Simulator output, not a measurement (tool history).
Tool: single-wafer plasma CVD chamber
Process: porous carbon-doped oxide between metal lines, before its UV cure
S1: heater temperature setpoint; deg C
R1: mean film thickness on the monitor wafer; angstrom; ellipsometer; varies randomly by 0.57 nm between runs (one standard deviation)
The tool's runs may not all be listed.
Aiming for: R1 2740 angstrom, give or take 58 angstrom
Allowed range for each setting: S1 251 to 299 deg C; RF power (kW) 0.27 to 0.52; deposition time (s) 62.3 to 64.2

run 1 hour=0 | S1=275 RF_power_(kW)=0.395 deposition_time_(s)=62.3 | R1=3059.5
run 2 hour=1 | S1=275 RF_power_(kW)=0.395 deposition_time_(s)=64.2 | R1=3137.9
run 3 hour=4.7 | S1=280 RF_power_(kW)=0.395 deposition_time_(s)=64.2 | R1=3056.8
run 4 hour=10.6 | S1=274 RF_power_(kW)=0.395 deposition_time_(s)=64.2 | R1=3163.2
run 5 hour=14.2 | S1=274 RF_power_(kW)=0.395 deposition_time_(s)=64.2 | R1=3164.2
run 6 hour=19.7 | S1=265 RF_power_(kW)=0.395 deposition_time_(s)=64.2 | R1=3327.7
run 7 hour=27.8 | S1=269 RF_power_(kW)=0.39 deposition_time_(s)=64.2 | R1=3235.6
run 8 hour=35.3 | S1=281 RF_power_(kW)=0.36 deposition_time_(s)=64.1 | R1=2869.2
run 9 hour=42.4 | S1=282 RF_power_(kW)=0.36 deposition_time_(s)=64.1 | R1=2853.2
run 10 hour=48.2 | S1=283 RF_power_(kW)=0.36 deposition_time_(s)=64.1 | R1=2841.2

Consider the 5 candidate settings below. Which is the only one whose results all fall within their allowed miss of target?
run A hour=54 | S1=284 RF_power_(kW)=0.35 deposition_time_(s)=63.5 | R1=?
run B hour=54 | S1=290 RF_power_(kW)=0.35 deposition_time_(s)=62.3 | R1=?
run C hour=54 | S1=277 RF_power_(kW)=0.31 deposition_time_(s)=62.3 | R1=?
run D hour=54 | S1=284 RF_power_(kW)=0.33 deposition_time_(s)=62.3 | R1=?
run E hour=54 | S1=286 RF_power_(kW)=0.315 deposition_time_(s)=64.2 | R1=?

move=A R1=2754.8
move=B R1=2616.6
move=C R1=2609.9
move=D R1=2607.1
move=E R1=2581.6
A: hits every target within its allowed miss
B: takes the result that was furthest off past its target
C: takes the result that was furthest off past its target
D: takes the result that was furthest off past its target
E: takes the result that was furthest off past its target
Go with A: it meets all targets.
